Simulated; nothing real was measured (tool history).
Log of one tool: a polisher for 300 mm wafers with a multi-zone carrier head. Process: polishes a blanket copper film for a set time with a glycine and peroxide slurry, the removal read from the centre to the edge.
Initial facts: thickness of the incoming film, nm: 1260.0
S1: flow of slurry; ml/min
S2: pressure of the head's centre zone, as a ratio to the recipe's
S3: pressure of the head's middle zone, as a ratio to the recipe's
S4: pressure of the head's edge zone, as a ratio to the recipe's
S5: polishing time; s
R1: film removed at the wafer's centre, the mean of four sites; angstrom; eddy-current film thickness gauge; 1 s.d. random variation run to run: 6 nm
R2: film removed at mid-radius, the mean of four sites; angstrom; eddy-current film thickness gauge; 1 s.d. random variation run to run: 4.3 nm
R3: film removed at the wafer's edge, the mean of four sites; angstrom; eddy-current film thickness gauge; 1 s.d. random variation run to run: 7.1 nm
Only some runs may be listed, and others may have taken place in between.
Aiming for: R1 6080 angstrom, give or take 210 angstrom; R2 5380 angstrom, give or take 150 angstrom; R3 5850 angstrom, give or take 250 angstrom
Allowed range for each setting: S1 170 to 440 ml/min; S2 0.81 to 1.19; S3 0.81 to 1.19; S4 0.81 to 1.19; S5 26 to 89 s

run,day,S1,S2,S3,S4,S5,R1,R2,R3
1,0,280,1,1,1,57,3896.1,3834.2,3880.7
2,0.133,285,1.03,1,1.04,62,4380.8,4133.1,4289.5
3,0.425,285,1.03,1,1.04,48,3427.4,3169,3292.2
4,0.567,290,1.05,1,1.06,55,3974.4,3637.3,3844.1
5,0.775,290,1.05,1,1.06,63,4519.4,4253.5,4313.8
6,1.1,285,1.06,0.98,1.08,67,4903.6,4384.5,4714.9
7,1.325,285,1.07,0.99,1.1,70,5199.9,4662.2,4902.1
8,1.562,295,1.07,0.98,1.11,72,5242.6,4811.3,5135.3
9,1.808,300,1.08,0.98,1.12,74,5384.8,4865.7,5256
10,1.888,300,1.09,0.98,1.13,76,5684.6,5002.3,5441.4
11,2.162,300,1.09,0.98,1.13,77,5755.4,5131.2,5479.5
12,2.283,300,1.09,0.98,1.14,78,5917.1,5156.4,5641.7

Below are 4 possible settings for the next run. Only one of them brings all results inside the allowed miss of their targets. Which is it?
A,2.404,250,1.09,0.89,1.17,81,?,?,?
B,2.404,325,1.07,0.96,1.11,82,?,?,?
C,2.404,260,1.09,0.93,1.14,78,?,?,?
D,2.404,310,1.14,0.96,1.15,78,?,?,?

move,R1,R2,R3
A,6066,4911.9,5970.5
B,6172.9,5364.8,5959.4
C,5861,4904.1,5681.8
D,6167.2,5085.2,5758.5
A: moves away from the targets compared with the last run
B: every result lands within tolerance
C: moves away from the targets compared with the last run
D: moves away from the targets compared with the last run
The move that meets every target is B.

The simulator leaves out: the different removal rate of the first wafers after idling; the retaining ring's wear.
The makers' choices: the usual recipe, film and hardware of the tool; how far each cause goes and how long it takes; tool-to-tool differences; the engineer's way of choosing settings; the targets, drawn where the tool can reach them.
